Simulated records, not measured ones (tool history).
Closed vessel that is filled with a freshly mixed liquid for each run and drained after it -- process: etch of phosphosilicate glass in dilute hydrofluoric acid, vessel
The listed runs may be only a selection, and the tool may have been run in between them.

run	hour	temperature setpoint of the liquid (°C)	parts of water to one part of 49 % hydrofluoric acid (parts by volume)	time in the liquid (s)	thickness taken off the phosphosilicate glass on a monitor wafer (nm)
1	0	25	215	35	10.993
2	1.9	25	270	35	8.2478
3	3	27	235	35	10.538
4	12.2	28.5	210	35	12.902
5	17.9	29.5	195	35	14.593
6	20	30.5	185	35	16.018

Run 7, settings as shown, results not yet in. Your forecast:
7	21.9	31	180	35	?

{"run 7": {"thickness taken off the phosphosilicate glass on a monitor wafer (nm)": 16.882}}
